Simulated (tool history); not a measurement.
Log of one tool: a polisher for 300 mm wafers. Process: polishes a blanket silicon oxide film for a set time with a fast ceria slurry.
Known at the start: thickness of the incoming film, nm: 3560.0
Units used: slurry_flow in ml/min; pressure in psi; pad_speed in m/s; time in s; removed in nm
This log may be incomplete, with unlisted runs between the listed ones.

run    day  slurry_flow  pressure  pad_speed  time  removed
  1  0.000          300       3.1       0.86    75  1221.10
  2  0.312          300       3.1       0.72    75  1047.90
  3  0.421          300       3.1       0.72    79  1096.50
  4  0.592          300       2.8       0.72    79   995.29
  5  0.633          300       3.4       0.72    79  1194.90
  6  0.967          250       3.4       0.72    79  1163.90
  7  1.158          240       3.0       0.72    79  1041.40
  8  1.521          240       2.7       0.72    79   941.50
  9  1.862          235       2.5       0.72    79   873.89
 10  2.212          230       1.8       0.72    79   633.90

Run 11, settings as shown, results not yet in. Your forecast:
 11  2.525          235       1.9       0.72    79        ?

removed: 668.62 nm
